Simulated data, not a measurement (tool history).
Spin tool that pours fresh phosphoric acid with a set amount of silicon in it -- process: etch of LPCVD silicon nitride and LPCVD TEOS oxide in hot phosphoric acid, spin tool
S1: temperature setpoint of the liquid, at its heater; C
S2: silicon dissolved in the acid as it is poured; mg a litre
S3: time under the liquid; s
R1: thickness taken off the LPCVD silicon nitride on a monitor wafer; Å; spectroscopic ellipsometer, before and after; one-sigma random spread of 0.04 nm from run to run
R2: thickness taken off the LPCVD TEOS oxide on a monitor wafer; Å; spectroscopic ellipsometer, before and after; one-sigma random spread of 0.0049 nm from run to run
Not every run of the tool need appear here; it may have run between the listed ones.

{"run": 1, "hour": 0.0, "S1": 162, "S2": 29.5, "S3": 180, "R1": 182.22, "R2": 5.3745}
{"run": 2, "hour": 6.4, "S1": 160.5, "S2": 31.5, "S3": 130, "R1": 126.59, "R2": 3.528}
{"run": 3, "hour": 10.6, "S1": 159.5, "S2": 34, "S3": 95, "R1": 88.433, "R2": 2.0261}
{"run": 4, "hour": 13.0, "S1": 159.5, "S2": 34, "S3": 130, "R1": 122.58, "R2": 2.9318}
{"run": 5, "hour": 21.6, "S1": 158.5, "S2": 33.5, "S3": 95, "R1": 84.967, "R2": 1.9333}
{"run": 6, "hour": 25.2, "S1": 158, "S2": 31.5, "S3": 70, "R1": 62.446, "R2": 1.5273}
{"run": 7, "hour": 25.8, "S1": 157.5, "S2": 30.5, "S3": 60, "R1": 52.745, "R2": 1.3923}

Predict the results of run 8:
{"run": 8, "hour": 31.3, "S1": 157, "S2": 30.5, "S3": 30, "R1": "?", "R2": "?"}

Run 8 measured R1 25.77 Å, R2 0.629 Å.
